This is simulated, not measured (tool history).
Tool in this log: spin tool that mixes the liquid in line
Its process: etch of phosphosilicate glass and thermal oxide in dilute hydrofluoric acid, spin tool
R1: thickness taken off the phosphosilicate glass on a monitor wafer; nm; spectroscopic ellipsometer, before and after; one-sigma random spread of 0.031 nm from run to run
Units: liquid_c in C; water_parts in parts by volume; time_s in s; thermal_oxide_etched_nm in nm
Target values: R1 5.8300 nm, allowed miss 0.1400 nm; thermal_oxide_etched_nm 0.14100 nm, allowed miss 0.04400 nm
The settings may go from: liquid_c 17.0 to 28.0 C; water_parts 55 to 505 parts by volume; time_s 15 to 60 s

run 1 hour=0.0 | liquid_c=20.0 water_parts=280 time_s=30 | R1=14.0590 thermal_oxide_etched_nm=0.33253
run 2 hour=1.3 | liquid_c=19.5 water_parts=310 time_s=30 | R1=12.1440 thermal_oxide_etched_nm=0.30893
run 3 hour=8.7 | liquid_c=22.5 water_parts=310 time_s=30 | R1=13.5440 thermal_oxide_etched_nm=0.28892
run 4 hour=16.8 | liquid_c=22.0 water_parts=335 time_s=30 | R1=12.0070 thermal_oxide_etched_nm=0.27999
run 5 hour=20.8 | liquid_c=22.0 water_parts=335 time_s=35 | R1=14.0220 thermal_oxide_etched_nm=0.34144
run 6 hour=27.4 | liquid_c=22.0 water_parts=375 time_s=35 | R1=12.0800 thermal_oxide_etched_nm=0.32749
run 7 hour=30.4 | liquid_c=22.0 water_parts=395 time_s=35 | R1=11.3380 thermal_oxide_etched_nm=0.24628
run 8 hour=36.2 | liquid_c=21.0 water_parts=415 time_s=35 | R1=10.1980 thermal_oxide_etched_nm=0.21724
-- hour=42.2 thermometer replaced
run 9 hour=42.2 | liquid_c=20.5 water_parts=430 time_s=35 | R1=10.2810 thermal_oxide_etched_nm=0.22033
run 10 hour=47.2 | liquid_c=20.5 water_parts=440 time_s=35 | R1=10.0620 thermal_oxide_etched_nm=0.22471
run 11 hour=49.2 | liquid_c=20.0 water_parts=450 time_s=35 | R1=9.4586 thermal_oxide_etched_nm=0.24735
run 12 hour=52.2 | liquid_c=20.0 water_parts=460 time_s=35 | R1=9.1621 thermal_oxide_etched_nm=0.20865
run 13 hour=57.0 | liquid_c=19.5 water_parts=465 time_s=35 | R1=8.8756 thermal_oxide_etched_nm=0.17699
run 14 hour=62.8 | liquid_c=20.0 water_parts=470 time_s=35 | R1=8.9038 thermal_oxide_etched_nm=0.22159
run 15 hour=66.6 | liquid_c=20.0 water_parts=475 time_s=35 | R1=8.7222 thermal_oxide_etched_nm=0.24377
run 16 hour=67.9 | liquid_c=20.0 water_parts=475 time_s=35 | R1=8.7733 thermal_oxide_etched_nm=0.23808
run 17 hour=75.3 | liquid_c=17.0 water_parts=505 time_s=30 | R1=6.2520 thermal_oxide_etched_nm=0.15834
run 18 hour=80.4 | liquid_c=17.5 water_parts=505 time_s=30 | R1=6.3842 thermal_oxide_etched_nm=0.15055
run 19 hour=87.9 | liquid_c=17.0 water_parts=505 time_s=25 | R1=5.2176 thermal_oxide_etched_nm=0.14393
run 20 hour=91.9 | liquid_c=17.5 water_parts=500 time_s=25 | R1=5.3729 thermal_oxide_etched_nm=0.12382
run 21 hour=98.5 | liquid_c=17.5 water_parts=500 time_s=25 | R1=5.4008 thermal_oxide_etched_nm=0.13711

Next run, 5 choices. One meets every target within its allowed miss, the rest don't. Which?
run A hour=105.1 | liquid_c=21.0 water_parts=375 time_s=15 | R1=? thermal_oxide_etched_nm=?
run B hour=105.1 | liquid_c=20.0 water_parts=500 time_s=25 | R1=? thermal_oxide_etched_nm=?
run C hour=105.1 | liquid_c=17.0 water_parts=410 time_s=20 | R1=? thermal_oxide_etched_nm=?
run D hour=105.1 | liquid_c=17.0 water_parts=485 time_s=25 | R1=? thermal_oxide_etched_nm=?
run E hour=105.1 | liquid_c=17.0 water_parts=480 time_s=25 | R1=? thermal_oxide_etched_nm=?

move=A R1=5.3494 thermal_oxide_etched_nm=0.11837
move=B R1=5.8392 thermal_oxide_etched_nm=0.12921
move=C R1=5.5058 thermal_oxide_etched_nm=0.12183
move=D R1=5.4988 thermal_oxide_etched_nm=0.12167
move=E R1=5.5766 thermal_oxide_etched_nm=0.12339
A: misses by more than the last run did
B: hits every target within its allowed miss
C: moves toward the targets from the last run without getting all of them in spec
D: moves toward the targets from the last run without getting all of them in spec
E: moves toward the targets from the last run without getting all of them in spec
So the answer is move B, the one that meets all the targets.
